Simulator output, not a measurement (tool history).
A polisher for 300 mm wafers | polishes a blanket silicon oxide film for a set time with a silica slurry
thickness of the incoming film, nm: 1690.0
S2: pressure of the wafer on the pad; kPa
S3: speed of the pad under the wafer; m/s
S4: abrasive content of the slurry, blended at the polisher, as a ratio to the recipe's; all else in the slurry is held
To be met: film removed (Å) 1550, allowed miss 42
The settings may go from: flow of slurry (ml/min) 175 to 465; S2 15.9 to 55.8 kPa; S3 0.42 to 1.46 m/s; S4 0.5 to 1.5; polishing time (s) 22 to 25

{"run": 1, "hour": 0.0, "flow of slurry (ml/min)": 295, "S2": 35.9, "S3": 0.94, "S4": 1, "polishing time (s)": 25, "film removed (Å)": 1006}
{"run": 2, "hour": 6.9, "flow of slurry (ml/min)": 335, "S2": 35.9, "S3": 0.94, "S4": 1, "polishing time (s)": 25, "film removed (Å)": 1017.8}
{"run": 3, "hour": 14.4, "flow of slurry (ml/min)": 335, "S2": 38.6, "S3": 0.94, "S4": 1, "polishing time (s)": 25, "film removed (Å)": 1081.8}
{"run": 4, "hour": 22.9, "flow of slurry (ml/min)": 335, "S2": 38.6, "S3": 0.94, "S4": 1, "polishing time (s)": 25, "film removed (Å)": 1105.3}
{"run": 5, "hour": 24.9, "flow of slurry (ml/min)": 335, "S2": 40.7, "S3": 0.94, "S4": 1, "polishing time (s)": 25, "film removed (Å)": 1152.6}
{"run": 6, "hour": 32.5, "flow of slurry (ml/min)": 335, "S2": 42.7, "S3": 0.94, "S4": 1, "polishing time (s)": 25, "film removed (Å)": 1203.2}
{"run": 7, "hour": 41.2, "flow of slurry (ml/min)": 335, "S2": 42.7, "S3": 0.94, "S4": 1, "polishing time (s)": 25, "film removed (Å)": 1190.7}
{"run": 8, "hour": 48.7, "flow of slurry (ml/min)": 335, "S2": 42.7, "S3": 0.94, "S4": 1, "polishing time (s)": 25, "film removed (Å)": 1212.3}

5 next moves are on the table. One of them brings every result within its allowed miss. Which?
{"run": "A", "hour": 56.2, "flow of slurry (ml/min)": 320, "S2": 53.1, "S3": 1.06, "S4": 1, "polishing time (s)": 25, "film removed (Å)": "?"}
{"run": "B", "hour": 56.2, "flow of slurry (ml/min)": 395, "S2": 46.9, "S3": 0.98, "S4": 1.2, "polishing time (s)": 25, "film removed (Å)": "?"}
{"run": "C", "hour": 56.2, "flow of slurry (ml/min)": 320, "S2": 48.3, "S3": 0.98, "S4": 1, "polishing time (s)": 25, "film removed (Å)": "?"}
{"run": "D", "hour": 56.2, "flow of slurry (ml/min)": 345, "S2": 43.4, "S3": 0.76, "S4": 0.95, "polishing time (s)": 22, "film removed (Å)": "?"}
{"run": "E", "hour": 56.2, "flow of slurry (ml/min)": 395, "S2": 51, "S3": 1.14, "S4": 1.15, "polishing time (s)": 22, "film removed (Å)": "?"}

move=A film_removed_(Å)=1628.6
move=B film_removed_(Å)=1457.5
move=C film_removed_(Å)=1393.3
move=D film_removed_(Å)=894.24
move=E film_removed_(Å)=1552
A: takes the result that was furthest off past its target
B: nearer than the last run, and not there yet
C: nearer than the last run, and not there yet
D: further off than the last run
E: meets every target
Move E is the one to make.
